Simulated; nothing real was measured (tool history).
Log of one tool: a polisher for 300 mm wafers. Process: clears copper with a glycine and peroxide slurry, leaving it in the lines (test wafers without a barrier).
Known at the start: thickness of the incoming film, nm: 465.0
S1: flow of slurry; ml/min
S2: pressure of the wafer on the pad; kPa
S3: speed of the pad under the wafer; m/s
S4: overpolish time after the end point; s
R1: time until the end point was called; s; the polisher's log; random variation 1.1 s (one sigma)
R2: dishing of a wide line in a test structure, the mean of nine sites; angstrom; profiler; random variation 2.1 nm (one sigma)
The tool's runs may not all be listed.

run 1 hour=0 | S1=315 S2=19.3 S3=1.08 S4=27 | R1=81.853 R2=940.45
run 2 hour=5.9 | S1=315 S2=19.3 S3=1.08 S4=34 | R1=82.507 R2=1106.7
run 3 hour=8.4 | S1=375 S2=19.3 S3=1.08 S4=34 | R1=80.697 R2=1131.3
run 4 hour=11 | S1=320 S2=19.3 S3=1.08 S4=34 | R1=83.418 R2=1136.9
run 5 hour=15.7 | S1=320 S2=19.3 S3=1.34 S4=34 | R1=70.302 R2=1216.8
run 6 hour=17.2 | S1=385 S2=19.3 S3=1.34 S4=34 | R1=68.653 R2=1222.5
run 7 hour=18.8 | S1=385 S2=19.3 S3=1.34 S4=34 | R1=70.147 R2=1212.3

The next listed run, before its measurement:
run 8 hour=23.3 | S1=385 S2=17.2 S3=1.32 S4=37 | R1=? R2=?

R1: 77.763 s
R2: 1185.8 angstrom

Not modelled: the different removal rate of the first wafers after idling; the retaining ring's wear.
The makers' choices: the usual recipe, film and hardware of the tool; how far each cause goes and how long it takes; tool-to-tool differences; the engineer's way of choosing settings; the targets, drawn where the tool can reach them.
